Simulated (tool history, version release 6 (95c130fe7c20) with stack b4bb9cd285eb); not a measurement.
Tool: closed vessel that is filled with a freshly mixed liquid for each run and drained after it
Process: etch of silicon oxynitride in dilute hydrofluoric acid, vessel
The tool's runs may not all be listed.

run  hour  temperature setpoint of the liquid (K)  parts of water to one part of 49 % hydrofluoric acid (parts by volume)  time in the liquid (s)  thickness taken off the silicon oxynitride on a monitor wafer (Å)
  1   0.0                                  298.15                                                                     175                     585                                                             63.123
  2   1.7                                  300.65                                                                     135                     585                                                             95.134
  3   8.2                                  300.65                                                                     135                     380                                                             61.154
  4  17.5                                  302.65                                                                     135                     380                                                             67.534
  5  23.9                                  305.65                                                                     135                     380                                                             76.222
  6  29.0                                  305.65                                                                     200                     380                                                             48.371
  7  31.7                                  305.65                                                                     150                     440                                                             78.514
  8  34.1                                  305.65                                                                     115                     480                                                            116.290
  9  40.8                                  305.65                                                                      90                     480                                                            151.590
 10  46.1                                  305.65                                                                      75                     480                                                            182.400
 11  51.7                                  305.65                                                                      65                     480                                                            214.580

The next listed run, before its measurement:
 12  56.7                                  305.65                                                                      60                     480                                                                  ?

Run 12 gave thickness taken off the silicon oxynitride on a monitor wafer (Å) 235.860.
